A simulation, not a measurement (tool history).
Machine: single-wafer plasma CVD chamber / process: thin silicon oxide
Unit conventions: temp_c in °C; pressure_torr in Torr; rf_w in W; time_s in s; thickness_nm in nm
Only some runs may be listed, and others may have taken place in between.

Run 1, hour 0: temp_c 395 °C, pressure_torr 0.646 Torr, rf_w 280 W, time_s 6.91 s. Result: thickness_nm 9.2257 nm.
Run 2, hour 6.6: temp_c 395 °C, pressure_torr 0.549 Torr, rf_w 280 W, time_s 6.91 s. Result: thickness_nm 8.2036 nm.
Run 3, hour 14.1: temp_c 395 °C, pressure_torr 0.612 Torr, rf_w 280 W, time_s 6.91 s. Result: thickness_nm 8.8993 nm.
Run 4, hour 21.7: temp_c 395 °C, pressure_torr 0.612 Torr, rf_w 260 W, time_s 6.91 s. Result: thickness_nm 8.5212 nm.
Run 5, hour 24.9: temp_c 395 °C, pressure_torr 0.649 Torr, rf_w 260 W, time_s 6.91 s. Result: thickness_nm 8.9229 nm.
Run 6, hour 32: temp_c 395 °C, pressure_torr 0.649 Torr, rf_w 245 W, time_s 6.91 s. Result: thickness_nm 8.6406 nm.
Run 7, hour 39.1: temp_c 395 °C, pressure_torr 0.684 Torr, rf_w 245 W, time_s 6.91 s. Result: thickness_nm 8.9606 nm.
Run 8, hour 44: temp_c 395 °C, pressure_torr 0.716 Torr, rf_w 245 W, time_s 6.91 s. Result: thickness_nm 9.3051 nm.

Run 9 has not been measured yet. What should we expect?
Run 9, hour 47.4: temp_c 395 °C, pressure_torr 0.743 Torr, rf_w 245 W, time_s 6.91 s. Result: thickness_nm ?.

thickness_nm: 9.5334 nm

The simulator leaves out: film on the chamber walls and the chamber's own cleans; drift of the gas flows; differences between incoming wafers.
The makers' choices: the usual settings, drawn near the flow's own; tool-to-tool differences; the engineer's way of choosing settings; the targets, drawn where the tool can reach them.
